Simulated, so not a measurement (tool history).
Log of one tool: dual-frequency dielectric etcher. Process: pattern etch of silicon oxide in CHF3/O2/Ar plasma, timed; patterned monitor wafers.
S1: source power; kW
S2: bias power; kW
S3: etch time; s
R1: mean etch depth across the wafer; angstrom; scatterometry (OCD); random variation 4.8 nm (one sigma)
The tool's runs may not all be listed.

{"run": 1, "hour": 0.0, "S1": 0.58, "S2": 0.134, "S3": 326, "R1": 5719.7}
{"run": 2, "hour": 8.6, "S1": 0.53, "S2": 0.134, "S3": 326, "R1": 5435.1}
{"run": 3, "hour": 12.1, "S1": 0.59, "S2": 0.138, "S3": 326, "R1": 5882.7}
{"run": 4, "hour": 15.8, "S1": 0.59, "S2": 0.138, "S3": 301, "R1": 5388}
{"run": 5, "hour": 19.9, "S1": 0.59, "S2": 0.147, "S3": 301, "R1": 5575.8}
{"run": 6, "hour": 20.6, "S1": 0.64, "S2": 0.153, "S3": 303, "R1": 5980.5}

Run 7 comes next. What will it give?
{"run": 7, "hour": 26.8, "S1": 0.68, "S2": 0.155, "S3": 303.5, "R1": "?"}

R1: 6250.7 angstrom

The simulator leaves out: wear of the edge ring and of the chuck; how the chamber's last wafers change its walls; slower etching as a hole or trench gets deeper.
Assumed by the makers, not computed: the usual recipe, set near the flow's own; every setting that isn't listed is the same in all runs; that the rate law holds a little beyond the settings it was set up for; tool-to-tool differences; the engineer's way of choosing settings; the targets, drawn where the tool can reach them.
